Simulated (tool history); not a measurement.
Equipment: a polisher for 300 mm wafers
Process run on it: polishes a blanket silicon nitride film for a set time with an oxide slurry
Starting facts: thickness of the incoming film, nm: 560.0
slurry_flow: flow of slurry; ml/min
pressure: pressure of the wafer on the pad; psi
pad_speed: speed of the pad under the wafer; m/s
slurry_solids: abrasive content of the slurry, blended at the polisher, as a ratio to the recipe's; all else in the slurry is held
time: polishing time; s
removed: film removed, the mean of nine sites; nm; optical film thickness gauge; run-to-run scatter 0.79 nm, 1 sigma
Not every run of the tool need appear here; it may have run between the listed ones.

{"run": 1, "hour": 0.0, "slurry_flow": 135, "pressure": 3.8, "pad_speed": 1.42, "slurry_solids": 1, "time": 105, "removed": 109.35}
{"run": 2, "hour": 1.5, "slurry_flow": 135, "pressure": 3.8, "pad_speed": 1.42, "slurry_solids": 1, "time": 105, "removed": 108.7}
{"run": 3, "hour": 2.0, "slurry_flow": 135, "pressure": 3.8, "pad_speed": 1.42, "slurry_solids": 1, "time": 105, "removed": 109.75}
{"run": 4, "hour": 5.9, "slurry_flow": 115, "pressure": 3.8, "pad_speed": 1.42, "slurry_solids": 1, "time": 105, "removed": 107.31}
{"run": 5, "hour": 6.6, "slurry_flow": 115, "pressure": 3.8, "pad_speed": 1.42, "slurry_solids": 0.9, "time": 105, "removed": 101.72}
{"run": 6, "hour": 11.5, "slurry_flow": 115, "pressure": 3.8, "pad_speed": 1.42, "slurry_solids": 1.05, "time": 105, "removed": 110.06}
{"run": 7, "hour": 14.4, "slurry_flow": 115, "pressure": 3.5, "pad_speed": 1.4, "slurry_solids": 1.05, "time": 105, "removed": 99.753}
{"run": 8, "hour": 20.2, "slurry_flow": 115, "pressure": 3.5, "pad_speed": 1.4, "slurry_solids": 1.05, "time": 105, "removed": 100.64}
{"run": 9, "hour": 29.0, "slurry_flow": 115, "pressure": 3.5, "pad_speed": 1.4, "slurry_solids": 1.05, "time": 105, "removed": 99.483}
{"run": 10, "hour": 37.4, "slurry_flow": 115, "pressure": 3.2, "pad_speed": 1.4, "slurry_solids": 1.05, "time": 105, "removed": 92.964}
{"run": 11, "hour": 40.7, "slurry_flow": 115, "pressure": 3, "pad_speed": 1.4, "slurry_solids": 1.05, "time": 105, "removed": 87.144}
{"run": 12, "hour": 43.6, "slurry_flow": 115, "pressure": 2.8, "pad_speed": 1.4, "slurry_solids": 1.05, "time": 105, "removed": 78.975}
{"run": 13, "hour": 44.7, "slurry_flow": 115, "pressure": 2.8, "pad_speed": 1.4, "slurry_solids": 1.05, "time": 105, "removed": 80.842}
{"run": 14, "hour": 48.3, "slurry_flow": 115, "pressure": 2.7, "pad_speed": 1.4, "slurry_solids": 1.05, "time": 105, "removed": 78.581}
{"run": 15, "hour": 53.6, "slurry_flow": 115, "pressure": 2.6, "pad_speed": 1.4, "slurry_solids": 1.05, "time": 105, "removed": 74.81}

Run 16, settings as shown, results not yet in. Your forecast:
{"run": 16, "hour": 54.9, "slurry_flow": 115, "pressure": 2.5, "pad_speed": 1.4, "slurry_solids": 1.05, "time": 105, "removed": "?"}

{"run 16": {"removed": 70.877}}

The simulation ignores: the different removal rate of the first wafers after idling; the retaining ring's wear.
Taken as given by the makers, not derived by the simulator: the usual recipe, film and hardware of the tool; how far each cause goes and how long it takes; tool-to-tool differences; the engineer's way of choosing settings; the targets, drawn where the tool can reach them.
